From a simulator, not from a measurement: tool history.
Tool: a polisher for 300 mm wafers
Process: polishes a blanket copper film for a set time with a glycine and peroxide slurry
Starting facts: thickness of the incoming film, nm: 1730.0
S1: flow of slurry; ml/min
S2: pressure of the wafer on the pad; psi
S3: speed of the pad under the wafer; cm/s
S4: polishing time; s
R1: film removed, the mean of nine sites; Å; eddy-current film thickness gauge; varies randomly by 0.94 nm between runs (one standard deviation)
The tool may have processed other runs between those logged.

run  hour   S1   S2   S3  S4      R1
  1   0.0  270  1.8   76  42  1528.3
  2   1.1  270  1.6   76  42  1406.7
  3   6.3  270  1.5   76  42  1353.3
  4  15.1  200  1.5   76  42  1303.4
  5  19.1  200  1.5   92  42  1472.2
  6  26.2  200  1.5  110  42  1671.6
  7  32.1  200  1.3  108  42  1469.3

Run 8 is up next; what results do you expect?
  8  38.6  200  1.2  108  42   ?

{"run 8": {"R1": 1399.5}}

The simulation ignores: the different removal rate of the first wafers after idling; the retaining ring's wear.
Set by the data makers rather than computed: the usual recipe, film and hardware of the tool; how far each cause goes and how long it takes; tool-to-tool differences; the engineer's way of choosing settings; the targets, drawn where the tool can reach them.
